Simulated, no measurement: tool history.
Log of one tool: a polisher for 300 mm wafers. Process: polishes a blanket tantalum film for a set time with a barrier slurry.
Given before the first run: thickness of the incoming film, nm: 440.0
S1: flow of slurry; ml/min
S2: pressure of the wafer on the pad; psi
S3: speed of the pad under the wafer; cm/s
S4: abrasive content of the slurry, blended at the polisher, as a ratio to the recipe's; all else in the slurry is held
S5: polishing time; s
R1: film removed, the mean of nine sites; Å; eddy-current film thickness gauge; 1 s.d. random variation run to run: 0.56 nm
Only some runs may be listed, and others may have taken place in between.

Run 1, day 0: S1 205 ml/min, S2 2.3 psi, S3 116 cm/s, S4 1, S5 51 s. Result: R1 1264 Å.
Run 2, day 0.179: S1 200 ml/min, S2 2.1 psi, S3 116 cm/s, S4 1, S5 51 s. Result: R1 1149.6 Å.
Run 3, day 0.538: S1 195 ml/min, S2 1.9 psi, S3 116 cm/s, S4 1, S5 51 s. Result: R1 1049.9 Å.
Run 4, day 0.871: S1 195 ml/min, S2 1.9 psi, S3 140 cm/s, S4 1, S5 51 s. Result: R1 1246.6 Å.
Run 5, day 0.933: S1 195 ml/min, S2 1.9 psi, S3 140 cm/s, S4 0.85, S5 51 s. Result: R1 1183.9 Å.
Run 6, day 1.3: S1 150 ml/min, S2 1.9 psi, S3 140 cm/s, S4 0.85, S5 51 s. Result: R1 1136.5 Å.

Estimate the outcome of run 7 from the log above:
Run 7, day 1.371: S1 150 ml/min, S2 1.7 psi, S3 140 cm/s, S4 0.85, S5 51 s. Result: R1 ?.

Run 7 gave R1 1002.9 Å.
